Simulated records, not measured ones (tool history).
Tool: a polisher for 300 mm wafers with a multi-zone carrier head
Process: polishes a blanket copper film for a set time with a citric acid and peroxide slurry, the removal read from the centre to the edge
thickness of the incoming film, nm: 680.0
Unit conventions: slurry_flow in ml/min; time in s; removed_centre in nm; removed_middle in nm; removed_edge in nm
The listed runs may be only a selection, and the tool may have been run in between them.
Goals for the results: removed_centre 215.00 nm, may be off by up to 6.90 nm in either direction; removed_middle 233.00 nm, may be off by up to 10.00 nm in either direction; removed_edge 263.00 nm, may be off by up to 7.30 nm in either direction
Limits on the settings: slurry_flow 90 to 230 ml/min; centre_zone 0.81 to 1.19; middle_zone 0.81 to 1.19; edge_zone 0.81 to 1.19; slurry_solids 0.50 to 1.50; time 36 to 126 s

Run 1, hour 0.0: slurry_flow 150 ml/min, centre_zone 1.00, middle_zone 1.00, edge_zone 1.00, slurry_solids 1.00, time 81 s. Result: removed_centre 256.51 nm, removed_middle 255.36 nm, removed_edge 246.90 nm.
Run 2, hour 6.0: slurry_flow 145 ml/min, centre_zone 0.98, middle_zone 0.99, edge_zone 1.02, slurry_solids 1.00, time 81 s. Result: removed_centre 249.33 nm, removed_middle 254.50 nm, removed_edge 245.38 nm.
Run 3, hour 8.5: slurry_flow 145 ml/min, centre_zone 0.98, middle_zone 0.99, edge_zone 1.10, slurry_solids 1.00, time 81 s. Result: removed_centre 247.79 nm, removed_middle 260.05 nm, removed_edge 256.91 nm.
Run 4, hour 15.9: slurry_flow 140 ml/min, centre_zone 0.96, middle_zone 0.97, edge_zone 1.11, slurry_solids 1.00, time 81 s. Result: removed_centre 245.43 nm, removed_middle 253.94 nm, removed_edge 254.48 nm.
Run 5, hour 18.9: slurry_flow 140 ml/min, centre_zone 0.96, middle_zone 1.06, edge_zone 1.11, slurry_solids 1.00, time 81 s. Result: removed_centre 239.32 nm, removed_middle 264.92 nm, removed_edge 253.48 nm.
Run 6, hour 21.4: slurry_flow 140 ml/min, centre_zone 0.96, middle_zone 1.06, edge_zone 1.04, slurry_solids 1.00, time 81 s. Result: removed_centre 243.73 nm, removed_middle 271.71 nm, removed_edge 248.65 nm.
Run 7, hour 27.0: slurry_flow 135 ml/min, centre_zone 0.94, middle_zone 1.02, edge_zone 1.06, slurry_solids 1.00, time 81 s. Result: removed_centre 234.33 nm, removed_middle 261.17 nm, removed_edge 245.23 nm.
Run 8, hour 35.4: slurry_flow 135 ml/min, centre_zone 0.92, middle_zone 0.99, edge_zone 1.08, slurry_solids 1.00, time 81 s. Result: removed_centre 231.36 nm, removed_middle 257.28 nm, removed_edge 251.92 nm.
Run 9, hour 37.3: slurry_flow 135 ml/min, centre_zone 0.91, middle_zone 0.97, edge_zone 1.09, slurry_solids 1.00, time 81 s. Result: removed_centre 225.91 nm, removed_middle 250.59 nm, removed_edge 250.39 nm.

Which one of the following 4 next-run settings gets every result inside its allowed miss? There is exactly one.
Run A, hour 39.2: slurry_flow 150 ml/min, centre_zone 0.81, middle_zone 0.81, edge_zone 1.19, slurry_solids 1.00, time 85 s. Result: removed_centre ?, removed_middle ?, removed_edge ?.
Run B, hour 39.2: slurry_flow 150 ml/min, centre_zone 0.91, middle_zone 0.81, edge_zone 1.19, slurry_solids 1.05, time 78 s. Result: removed_centre ?, removed_middle ?, removed_edge ?.
Run C, hour 39.2: slurry_flow 135 ml/min, centre_zone 0.89, middle_zone 0.81, edge_zone 1.15, slurry_solids 1.15, time 85 s. Result: removed_centre ?, removed_middle ?, removed_edge ?.
Run D, hour 39.2: slurry_flow 135 ml/min, centre_zone 0.84, middle_zone 0.87, edge_zone 1.13, slurry_solids 1.05, time 82 s. Result: removed_centre ?, removed_middle ?, removed_edge ?.

move  removed_centre  removed_middle  removed_edge
   A          219.12          234.08        281.21
   B          228.37          216.81        260.60
   C          241.41          235.14        279.70
   D          215.75          236.17        262.39
A: puts the biggest miss on target and leaves a different result outside tolerance
B: the result that was furthest off in the last run now lies on the other side of its target
C: puts the biggest miss on target and leaves a different result outside tolerance
D: every result lands within tolerance
Go with D: it meets all targets.

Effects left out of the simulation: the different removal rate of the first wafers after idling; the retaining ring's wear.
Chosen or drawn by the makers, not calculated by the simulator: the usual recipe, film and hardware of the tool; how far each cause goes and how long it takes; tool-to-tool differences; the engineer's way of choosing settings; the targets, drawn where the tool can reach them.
